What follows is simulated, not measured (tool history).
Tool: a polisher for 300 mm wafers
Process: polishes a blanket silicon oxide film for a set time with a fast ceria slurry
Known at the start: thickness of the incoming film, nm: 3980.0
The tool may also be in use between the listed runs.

run	hour	flow of slurry (ml/min)	pressure of the wafer on the pad (kPa)	speed of the pad under the wafer (cm/s)	polishing time (s)	film removed (Å)
1	0.0	215	20.7	126	88	16936
2	7.9	215	19.3	126	88	16088
3	10.0	215	17.9	126	88	15049
4	12.4	215	16.5	126	88	14076
5	15.1	215	15.9	126	88	13348
6	18.7	215	15.2	126	88	12955
7	23.3	215	15.2	126	88	12967

Run 8 comes next. What will it give?
8	25.9	215	14.5	126	88	?

{"run 8": {"film removed (Å)": 12417}}
